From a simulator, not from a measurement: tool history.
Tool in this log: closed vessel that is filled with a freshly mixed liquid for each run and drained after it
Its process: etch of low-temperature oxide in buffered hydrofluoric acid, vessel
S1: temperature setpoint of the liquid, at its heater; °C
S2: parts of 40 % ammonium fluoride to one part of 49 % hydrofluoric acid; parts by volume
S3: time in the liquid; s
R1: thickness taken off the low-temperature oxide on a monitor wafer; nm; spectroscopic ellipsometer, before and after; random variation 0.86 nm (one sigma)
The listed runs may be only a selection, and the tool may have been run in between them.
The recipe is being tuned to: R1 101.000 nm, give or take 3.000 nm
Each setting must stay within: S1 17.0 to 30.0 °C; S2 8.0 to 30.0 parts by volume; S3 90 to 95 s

{"run": 1, "hour": 0.0, "S1": 22.0, "S2": 22.5, "S3": 90, "R1": 83.927}
{"run": 2, "hour": 4.2, "S1": 18.5, "S2": 22.5, "S3": 90, "R1": 67.031}
{"run": 3, "hour": 12.4, "S1": 17.0, "S2": 22.5, "S3": 90, "R1": 62.44}
{"run": 4, "hour": 14.7, "S1": 17.0, "S2": 22.5, "S3": 90, "R1": 62.07}
{"run": 5, "hour": 19.1, "S1": 18.0, "S2": 22.5, "S3": 90, "R1": 66.407}
{"run": 6, "hour": 27.9, "S1": 18.0, "S2": 18.0, "S3": 90, "R1": 78.582}
{"hour": 33.9, "done": "thermometer replaced"}
{"run": 7, "hour": 33.9, "S1": 18.5, "S2": 18.0, "S3": 90, "R1": 89.181}
{"run": 8, "hour": 42.4, "S1": 20.0, "S2": 18.0, "S3": 90, "R1": 95.514}

Which one of the following 4 next-run settings gets every result inside its allowed miss? There is exactly one.
{"run": "A", "hour": 50.9, "S1": 17.0, "S2": 15.5, "S3": 90, "R1": "?"}
{"run": "B", "hour": 50.9, "S1": 21.0, "S2": 20.0, "S3": 90, "R1": "?"}
{"run": "C", "hour": 50.9, "S1": 23.5, "S2": 21.0, "S3": 90, "R1": "?"}
{"run": "D", "hour": 50.9, "S1": 19.0, "S2": 17.5, "S3": 90, "R1": "?"}

move=A R1=93.704
move=B R1=91.335
move=C R1=101.430
move=D R1=93.144
A: misses by more than the last run did
B: misses by more than the last run did
C: each result inside its tolerance
D: misses by more than the last run did
C is the move that brings every result within its allowed miss.
